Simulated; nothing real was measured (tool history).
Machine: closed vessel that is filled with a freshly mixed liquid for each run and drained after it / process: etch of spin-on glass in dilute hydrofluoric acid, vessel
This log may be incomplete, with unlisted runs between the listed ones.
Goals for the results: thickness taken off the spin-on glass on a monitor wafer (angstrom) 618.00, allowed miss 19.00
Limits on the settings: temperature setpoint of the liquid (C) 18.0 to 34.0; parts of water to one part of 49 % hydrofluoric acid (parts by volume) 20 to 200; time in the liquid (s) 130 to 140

run  hour  temperature setpoint of the liquid (C)  parts of water to one part of 49 % hydrofluoric acid (parts by volume)  time in the liquid (s)  thickness taken off the spin-on glass on a monitor wafer (angstrom)
  1   0.0                                    26.0                                                                     110                     130                                                               427.89
  2   6.4                                    28.5                                                                     105                     130                                                               498.65
  3  11.0                                    28.5                                                                      65                     130                                                               857.06
  4  13.5                                    28.5                                                                      65                     140                                                               921.97
  5  21.0                                    26.5                                                                      65                     140                                                               844.16
     28.5  -- hydrofluoric acid flow meter replaced
  6  28.5                                    26.5                                                                      65                     140                                                               776.68
  7  29.1                                    25.5                                                                      65                     140                                                               754.13
  8  31.0                                    21.5                                                                      70                     140                                                               594.42

5 candidate next runs follow, results not yet known. Just one meets every target within its allowed miss. Identify it.
  A  32.9                                    21.0                                                                      70                     140                                                                    ?
  B  32.9                                    23.0                                                                      70                     140                                                                    ?
  C  32.9                                    21.0                                                                      65                     130                                                                    ?
  D  32.9                                    22.0                                                                      75                     140                                                                    ?
  E  32.9                                    19.0                                                                      70                     140                                                                    ?

move  thickness taken off the spin-on glass on a monitor wafer (angstrom)
   A                                                               584.77
   B                                                               634.99
   C                                                               588.29
   D                                                               565.37
   E                                                               537.77
A: lands further from the targets than the last run did
B: each result inside its tolerance
C: lands further from the targets than the last run did
D: lands further from the targets than the last run did
E: lands further from the targets than the last run did
Move B is the one to make.

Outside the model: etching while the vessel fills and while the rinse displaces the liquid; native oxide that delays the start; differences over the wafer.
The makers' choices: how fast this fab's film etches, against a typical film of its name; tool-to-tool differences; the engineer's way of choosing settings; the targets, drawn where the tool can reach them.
